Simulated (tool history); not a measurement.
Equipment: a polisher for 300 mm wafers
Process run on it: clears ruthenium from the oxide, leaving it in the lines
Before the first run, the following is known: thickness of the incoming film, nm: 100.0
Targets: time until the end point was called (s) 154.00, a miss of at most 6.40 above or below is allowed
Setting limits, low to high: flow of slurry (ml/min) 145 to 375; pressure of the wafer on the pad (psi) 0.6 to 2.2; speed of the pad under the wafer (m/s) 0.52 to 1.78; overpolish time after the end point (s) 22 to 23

run	day	flow of slurry (ml/min)	pressure of the wafer on the pad (psi)	speed of the pad under the wafer (m/s)	overpolish time after the end point (s)	time until the end point was called (s)
1	0.000	240	1.4	1.14	22	117.74
2	0.262	195	1.4	1.14	22	121.41
3	0.354	195	1.4	1.38	22	103.76
4	0.538	195	1.3	1.38	22	112.87
5	0.654	195	1.2	1.38	22	120.29
6	0.979	195	1.2	1.38	23	118.29
7	1.033	195	1.1	1.38	23	127.10
8	1.062	195	1.0	1.38	23	139.39

Consider the 4 candidate settings below. Which is the only one whose results all fall within their allowed miss of target?
A	1.092	185	1.0	1.36	22	?
B	1.092	185	0.8	1.50	23	?
C	1.092	150	1.4	1.06	22	?
D	1.092	290	1.1	1.38	23	?

move	time until the end point was called (s)
A	143.63
B	158.89
C	134.75
D	125.17
A: closer than the last run, but not yet in spec
B: every result within its allowed miss
C: moves away from the targets compared with the last run
D: moves away from the targets compared with the last run
So the answer is move B, the one that meets all the targets.
